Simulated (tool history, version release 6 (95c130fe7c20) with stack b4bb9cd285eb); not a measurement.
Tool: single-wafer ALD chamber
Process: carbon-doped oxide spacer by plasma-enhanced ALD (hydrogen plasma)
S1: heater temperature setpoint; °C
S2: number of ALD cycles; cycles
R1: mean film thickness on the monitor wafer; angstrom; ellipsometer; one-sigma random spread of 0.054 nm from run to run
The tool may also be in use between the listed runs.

run 1 hour=0 | S1=420 S2=220 | R1=105.92
run 2 hour=7 | S1=418 S2=224 | R1=108.13
run 3 hour=13 | S1=428 S2=224 | R1=104.36
run 4 hour=22.1 | S1=425 S2=227 | R1=107.26
run 5 hour=29.6 | S1=416 S2=227 | R1=110.58
run 6 hour=30.8 | S1=414 S2=230 | R1=112.4

Run 7 has not been measured yet. What should we expect?
run 7 hour=35.5 | S1=413 S2=233 | R1=?

For run 7 the tool returned R1 114.09 angstrom.

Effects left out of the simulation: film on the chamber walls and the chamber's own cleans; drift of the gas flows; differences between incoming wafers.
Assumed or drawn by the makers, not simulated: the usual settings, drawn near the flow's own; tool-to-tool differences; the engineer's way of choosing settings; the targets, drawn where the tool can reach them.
